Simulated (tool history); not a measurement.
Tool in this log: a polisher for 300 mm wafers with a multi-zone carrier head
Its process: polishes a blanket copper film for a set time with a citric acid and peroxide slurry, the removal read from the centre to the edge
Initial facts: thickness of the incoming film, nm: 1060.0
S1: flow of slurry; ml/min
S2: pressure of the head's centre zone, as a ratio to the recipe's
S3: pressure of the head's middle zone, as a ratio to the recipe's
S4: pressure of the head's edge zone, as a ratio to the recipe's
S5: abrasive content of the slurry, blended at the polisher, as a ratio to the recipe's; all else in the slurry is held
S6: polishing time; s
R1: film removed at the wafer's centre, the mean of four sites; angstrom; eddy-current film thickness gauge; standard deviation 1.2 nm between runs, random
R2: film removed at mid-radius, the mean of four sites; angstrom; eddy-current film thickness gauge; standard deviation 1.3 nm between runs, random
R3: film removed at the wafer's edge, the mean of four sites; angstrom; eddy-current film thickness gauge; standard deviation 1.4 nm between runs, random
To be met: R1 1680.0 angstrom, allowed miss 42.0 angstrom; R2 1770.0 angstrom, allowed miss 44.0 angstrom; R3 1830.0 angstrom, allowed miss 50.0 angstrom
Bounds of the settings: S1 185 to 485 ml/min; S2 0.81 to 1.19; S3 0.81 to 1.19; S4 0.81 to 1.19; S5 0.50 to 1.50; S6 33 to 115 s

run,hour,S1,S2,S3,S4,S5,S6,R1,R2,R3
1,0.0,310,1.00,1.00,1.00,1.00,73,1314.3,1276.1,1279.3
2,5.9,310,0.99,1.02,1.05,1.15,76,1393.0,1375.7,1425.9
3,7.3,310,0.99,1.02,0.98,1.15,76,1411.8,1373.2,1375.2
4,15.8,310,0.99,1.02,0.98,1.30,76,1453.7,1417.0,1441.0
5,17.0,325,1.00,1.05,1.03,1.35,78,1519.5,1536.1,1487.1
6,17.8,325,1.00,1.05,1.03,1.35,63,1240.5,1222.0,1223.3
7,26.3,300,0.99,1.05,1.05,1.40,70,1348.7,1369.1,1359.4
8,33.9,305,0.98,1.04,1.08,1.45,75,1424.5,1459.1,1465.9
9,42.5,295,0.97,1.03,1.10,1.45,80,1514.4,1546.2,1594.3
# hour 45.5: slurry nozzle cleaned
10,45.5,295,0.97,1.03,1.12,1.45,82,1620.8,1625.2,1688.4

Exercise: of the 4 proposed moves below, exactly one satisfies all targets within the stated allowed misses. Which move is it?
A,48.5,265,1.02,1.04,1.13,1.45,90,?,?,?
B,48.5,335,0.96,1.06,1.18,1.25,90,?,?,?
C,48.5,435,0.96,0.90,1.11,1.25,90,?,?,?
D,48.5,275,0.94,0.97,1.10,1.45,90,?,?,?

move,R1,R2,R3
A,1816.5,1751.4,1838.7
B,1686.3,1753.3,1838.4
C,1718.0,1555.8,1816.5
D,1678.1,1657.3,1822.6
A: corrects the largest miss of the last run, while another result sits out of spec
B: meets every target
C: misses by more than the last run did
D: better than the last run, though not everything is in spec
So the answer is move B, the one that meets all the targets.
